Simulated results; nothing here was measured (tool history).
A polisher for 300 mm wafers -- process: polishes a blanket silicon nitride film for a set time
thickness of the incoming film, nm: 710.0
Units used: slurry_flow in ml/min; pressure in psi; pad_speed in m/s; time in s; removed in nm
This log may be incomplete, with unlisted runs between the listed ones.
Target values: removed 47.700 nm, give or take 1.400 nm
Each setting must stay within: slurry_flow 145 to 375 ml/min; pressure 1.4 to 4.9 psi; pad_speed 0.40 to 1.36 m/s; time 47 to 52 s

{"run": 1, "hour": 0.0, "slurry_flow": 240, "pressure": 3.1, "pad_speed": 0.88, "time": 52, "removed": 75.059}
{"run": 2, "hour": 2.2, "slurry_flow": 240, "pressure": 2.8, "pad_speed": 0.88, "time": 52, "removed": 68.758}
{"run": 3, "hour": 7.3, "slurry_flow": 240, "pressure": 3.3, "pad_speed": 0.88, "time": 52, "removed": 80.249}
{"run": 4, "hour": 14.9, "slurry_flow": 240, "pressure": 3.0, "pad_speed": 0.88, "time": 52, "removed": 73.008}
{"run": 5, "hour": 22.8, "slurry_flow": 240, "pressure": 3.0, "pad_speed": 0.8, "time": 52, "removed": 67.914}
{"run": 6, "hour": 29.1, "slurry_flow": 240, "pressure": 2.8, "pad_speed": 0.8, "time": 52, "removed": 64.488}
{"run": 7, "hour": 36.7, "slurry_flow": 240, "pressure": 2.6, "pad_speed": 0.8, "time": 52, "removed": 60.75}
{"run": 8, "hour": 42.1, "slurry_flow": 240, "pressure": 2.4, "pad_speed": 0.8, "time": 52, "removed": 55.887}
{"run": 9, "hour": 46.9, "slurry_flow": 240, "pressure": 2.3, "pad_speed": 0.8, "time": 52, "removed": 53.038}
{"run": 10, "hour": 49.7, "slurry_flow": 240, "pressure": 2.2, "pad_speed": 0.8, "time": 52, "removed": 51.693}

Exercise: of the 4 proposed moves below, exactly one satisfies all targets within the stated allowed misses. Which move is it?
{"run": "A", "hour": 52.5, "slurry_flow": 210, "pressure": 2.2, "pad_speed": 0.82, "time": 48, "removed": "?"}
{"run": "B", "hour": 52.5, "slurry_flow": 215, "pressure": 2.1, "pad_speed": 0.68, "time": 52, "removed": "?"}
{"run": "C", "hour": 52.5, "slurry_flow": 235, "pressure": 2.0, "pad_speed": 0.78, "time": 50, "removed": "?"}
{"run": "D", "hour": 52.5, "slurry_flow": 225, "pressure": 2.5, "pad_speed": 0.62, "time": 52, "removed": "?"}

move=A removed=46.971
move=B removed=44.446
move=C removed=44.187
move=D removed=50.591
A: every result lands within tolerance
B: moves the result that the last run missed by most past its target, out the other side
C: moves the result that the last run missed by most past its target, out the other side
D: closer than the last run, but not yet in spec
So the answer is move A, the one that meets all the targets.
